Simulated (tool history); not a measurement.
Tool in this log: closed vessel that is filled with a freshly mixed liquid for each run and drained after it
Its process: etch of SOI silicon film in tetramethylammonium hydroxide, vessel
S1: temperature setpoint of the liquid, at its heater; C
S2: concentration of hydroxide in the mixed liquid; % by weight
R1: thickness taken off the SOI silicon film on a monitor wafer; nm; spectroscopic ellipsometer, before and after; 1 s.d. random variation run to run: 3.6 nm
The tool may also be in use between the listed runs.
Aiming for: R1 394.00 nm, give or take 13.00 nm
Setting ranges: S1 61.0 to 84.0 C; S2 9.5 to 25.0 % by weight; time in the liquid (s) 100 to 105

Run 1, hour 0.0: S1 74.0 C, S2 18.5 % by weight, time in the liquid (s) 100. Result: R1 713.90 nm.
Run 2, hour 0.9: S1 71.5 C, S2 18.5 % by weight, time in the liquid (s) 100. Result: R1 632.06 nm.
Run 3, hour 1.9: S1 71.5 C, S2 15.5 % by weight, time in the liquid (s) 100. Result: R1 671.39 nm.
Run 4, hour 6.6: S1 73.5 C, S2 15.5 % by weight, time in the liquid (s) 100. Result: R1 744.81 nm.
Run 5, hour 11.1: S1 70.5 C, S2 15.5 % by weight, time in the liquid (s) 100. Result: R1 633.61 nm.
Run 6, hour 18.7: S1 65.5 C, S2 15.5 % by weight, time in the liquid (s) 100. Result: R1 468.77 nm.
Run 7, hour 28.0: S1 65.0 C, S2 15.5 % by weight, time in the liquid (s) 100. Result: R1 449.22 nm.
Run 8, hour 35.9: S1 64.5 C, S2 15.5 % by weight, time in the liquid (s) 100. Result: R1 442.80 nm.
Run 9, hour 41.0: S1 62.0 C, S2 15.5 % by weight, time in the liquid (s) 100. Result: R1 375.28 nm.

Exercise: of the 4 proposed moves below, exactly one satisfies all targets within the stated allowed misses. Which move is it?
Run A, hour 46.1: S1 62.5 C, S2 14.5 % by weight, time in the liquid (s) 105. Result: R1 ?.
Run B, hour 46.1: S1 61.5 C, S2 18.5 % by weight, time in the liquid (s) 105. Result: R1 ?.
Run C, hour 46.1: S1 61.5 C, S2 15.0 % by weight, time in the liquid (s) 105. Result: R1 ?.
Run D, hour 46.1: S1 63.5 C, S2 14.5 % by weight, time in the liquid (s) 100. Result: R1 ?.

move      R1
   A  423.33
   B  361.90
   C  390.71
   D  428.61
A: takes the biggest miss from the last run beyond its target
B: further off than the last run
C: every result within its allowed miss
D: takes the biggest miss from the last run beyond its target
Move C is the one to make.

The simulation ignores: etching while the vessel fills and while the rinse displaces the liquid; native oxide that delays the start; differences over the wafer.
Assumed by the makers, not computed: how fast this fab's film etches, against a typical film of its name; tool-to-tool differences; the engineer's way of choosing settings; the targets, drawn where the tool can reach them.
